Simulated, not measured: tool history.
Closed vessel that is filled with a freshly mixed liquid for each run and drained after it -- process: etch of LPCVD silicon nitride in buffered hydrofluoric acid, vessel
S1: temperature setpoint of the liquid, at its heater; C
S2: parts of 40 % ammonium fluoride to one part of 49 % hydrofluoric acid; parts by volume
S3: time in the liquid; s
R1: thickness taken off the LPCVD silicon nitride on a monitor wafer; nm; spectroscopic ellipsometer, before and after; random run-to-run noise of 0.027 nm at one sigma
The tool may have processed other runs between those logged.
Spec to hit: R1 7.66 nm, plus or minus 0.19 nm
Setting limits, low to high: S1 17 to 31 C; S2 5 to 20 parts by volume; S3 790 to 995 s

run  hour    S1  S2   S3      R1
  1     0    23  12  995  11.783
  2   1.6    22  12  995  11.264
  3   5.4  21.5  12  995  10.925
  4    12    23  12  995  11.822
  5  15.8    23  12  790  9.4327
  6  25.5    22  12  790  8.8512
  7  29.1  21.5  12  790  8.6105
  8    31  20.5  12  790  8.1491
  9  37.3    20  12  790  7.9776

Which one of the following 5 next-run settings gets every result inside its allowed miss? There is exactly one.
  A  43.6  17.5  11.5  800   ?
  B  43.6    19  12.5  790   ?
  C  43.6  20.5  13.5  835   ?
  D  43.6    20    16  950   ?
  E  43.6  19.5  13.5  835   ?

move      R1
   A  7.2605
   B  7.1995
   C  7.6818
   D  7.1891
   E  7.2596
A: moves the result that the last run missed by most past its target, out the other side
B: moves the result that the last run missed by most past its target, out the other side
C: in spec on every target
D: moves the result that the last run missed by most past its target, out the other side
E: moves the result that the last run missed by most past its target, out the other side
Go with C: it meets all targets.
